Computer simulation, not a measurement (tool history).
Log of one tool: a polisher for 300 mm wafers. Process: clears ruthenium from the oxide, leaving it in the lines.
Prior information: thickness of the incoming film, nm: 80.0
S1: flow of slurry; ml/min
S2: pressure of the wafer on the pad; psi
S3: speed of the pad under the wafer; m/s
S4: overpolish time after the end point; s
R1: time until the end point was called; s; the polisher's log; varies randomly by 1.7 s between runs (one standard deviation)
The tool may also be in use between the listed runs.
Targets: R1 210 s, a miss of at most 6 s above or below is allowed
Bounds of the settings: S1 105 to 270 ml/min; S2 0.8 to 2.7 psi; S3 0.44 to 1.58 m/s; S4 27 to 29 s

| run | hour | S1 | S2 | S3 | S4 | R1 |
|---|---|---|---|---|---|---|
| 1 | 0 | 175 | 1.7 | 1 | 27 | 77.969 |
| 2 | 4.1 | 175 | 1.7 | 1 | 27 | 77.274 |
| 3 | 5.4 | 150 | 1.7 | 1 | 27 | 80.088 |
| 4 | 8.3 | 140 | 1.4 | 0.88 | 27 | 108.35 |
| 5 | 15.5 | 185 | 1.4 | 0.88 | 27 | 104.2 |
| 6 | 21.7 | 225 | 1.4 | 0.88 | 27 | 101.52 |
| 7 | 26.3 | 215 | 1.2 | 0.76 | 27 | 134.6 |
| 8 | 33.3 | 210 | 1.1 | 0.7 | 27 | 154.5 |
| 9 | 36.3 | 160 | 0.8 | 0.62 | 27 | 241.95 |
| 10 | 44 | 180 | 0.8 | 0.62 | 27 | 240.19 |
| 11 | 52.4 | 200 | 0.8 | 0.62 | 27 | 235.68 |
| 12 | 54.4 | 210 | 0.8 | 0.62 | 27 | 235.64 |
| 13 | 58.1 | 215 | 0.8 | 0.62 | 27 | 232.23 |
| 14 | 61 | 220 | 0.8 | 0.62 | 27 | 233 |
| 15 | 69 | 225 | 0.8 | 0.62 | 27 | 234.39 |

4 candidate next runs follow, results not yet known. Just one meets every target within its allowed miss. Identify it.
| A | 77 | 220 | 0.9 | 0.68 | 27 | ? |
| B | 77 | 220 | 0.8 | 0.76 | 27 | ? |
| C | 77 | 235 | 0.9 | 0.62 | 27 | ? |
| D | 77 | 210 | 0.8 | 0.62 | 27 | ? |

| move | R1 |
|---|---|
| A | 191.25 |
| B | 194.36 |
| C | 204.99 |
| D | 232.3 |
A: takes the biggest miss from the last run beyond its target
B: takes the biggest miss from the last run beyond its target
C: every result lands within tolerance
D: nearer than the last run, and not there yet
C meets every target.
